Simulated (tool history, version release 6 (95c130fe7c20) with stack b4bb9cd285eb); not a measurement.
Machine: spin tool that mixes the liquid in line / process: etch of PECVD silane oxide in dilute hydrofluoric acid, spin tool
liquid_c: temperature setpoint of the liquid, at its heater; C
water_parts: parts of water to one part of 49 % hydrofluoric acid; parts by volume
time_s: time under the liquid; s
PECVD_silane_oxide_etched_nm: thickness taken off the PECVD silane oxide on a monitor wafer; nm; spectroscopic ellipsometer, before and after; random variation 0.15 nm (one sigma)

run	hour	liquid_c	water_parts	time_s	PECVD_silane_oxide_etched_nm
1	0.0	25.0	210	200	27.285
2	3.8	25.0	155	200	39.633
3	12.1	25.0	105	200	61.020
4	13.9	28.0	105	200	68.143
5	20.1	25.5	130	200	49.019
6	24.6	23.5	145	200	40.530
7	29.7	22.0	155	200	35.416
8	37.6	21.0	165	200	31.434
9	44.8	20.0	170	200	28.785
10	52.9	19.5	175	200	27.607

What does the tool deliver on the next run?
11	60.0	19.0	180	200	?

PECVD_silane_oxide_etched_nm: 25.602 nm
